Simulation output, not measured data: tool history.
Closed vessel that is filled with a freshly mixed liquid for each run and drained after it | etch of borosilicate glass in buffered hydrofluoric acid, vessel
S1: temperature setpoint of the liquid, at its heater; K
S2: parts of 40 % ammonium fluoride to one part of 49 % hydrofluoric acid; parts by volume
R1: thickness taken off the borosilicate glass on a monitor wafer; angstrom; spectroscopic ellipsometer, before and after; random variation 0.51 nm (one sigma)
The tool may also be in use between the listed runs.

{"run": 1, "hour": 0.0, "S1": 298.15, "S2": 8.5, "time in the liquid (s)": 90, "R1": 1498.0}
{"run": 2, "hour": 4.3, "S1": 298.15, "S2": 10.5, "time in the liquid (s)": 90, "R1": 1239.7}
{"run": 3, "hour": 11.8, "S1": 295.15, "S2": 10.5, "time in the liquid (s)": 90, "R1": 1056.5}
{"run": 4, "hour": 19.2, "S1": 295.65, "S2": 10.5, "time in the liquid (s)": 90, "R1": 1086.7}
{"run": 5, "hour": 23.6, "S1": 296.15, "S2": 10.5, "time in the liquid (s)": 90, "R1": 1120.0}
{"run": 6, "hour": 32.3, "S1": 293.15, "S2": 10.5, "time in the liquid (s)": 90, "R1": 949.51}
{"run": 7, "hour": 40.6, "S1": 294.15, "S2": 10.5, "time in the liquid (s)": 90, "R1": 999.65}
{"run": 8, "hour": 44.1, "S1": 295.15, "S2": 10.5, "time in the liquid (s)": 90, "R1": 1061.1}

Run 9 comes next. What will it give?
{"run": 9, "hour": 49.9, "S1": 295.65, "S2": 10.5, "time in the liquid (s)": 90, "R1": "?"}

{"run 9": {"R1": 1084.3}}
